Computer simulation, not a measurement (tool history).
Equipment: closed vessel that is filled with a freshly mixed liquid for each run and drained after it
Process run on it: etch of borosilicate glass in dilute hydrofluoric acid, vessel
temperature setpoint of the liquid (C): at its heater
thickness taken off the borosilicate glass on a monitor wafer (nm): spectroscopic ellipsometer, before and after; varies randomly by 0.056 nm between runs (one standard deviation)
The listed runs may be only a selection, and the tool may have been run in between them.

run	hour	temperature setpoint of the liquid (C)	parts of water to one part of 49 % hydrofluoric acid (parts by volume)	time in the liquid (s)	thickness taken off the borosilicate glass on a monitor wafer (nm)
1	0.0	24.0	280	30	4.4900
2	3.2	24.0	280	30	4.4408
3	12.2	25.5	280	30	4.7784
4	18.6	25.5	325	30	3.8990
5	19.6	25.5	325	30	3.9137
6	23.8	26.5	325	30	3.9953

Run 7 comes next. What will it give?
7	29.1	27.5	310	30	?

thickness taken off the borosilicate glass on a monitor wafer (nm): 4.5505
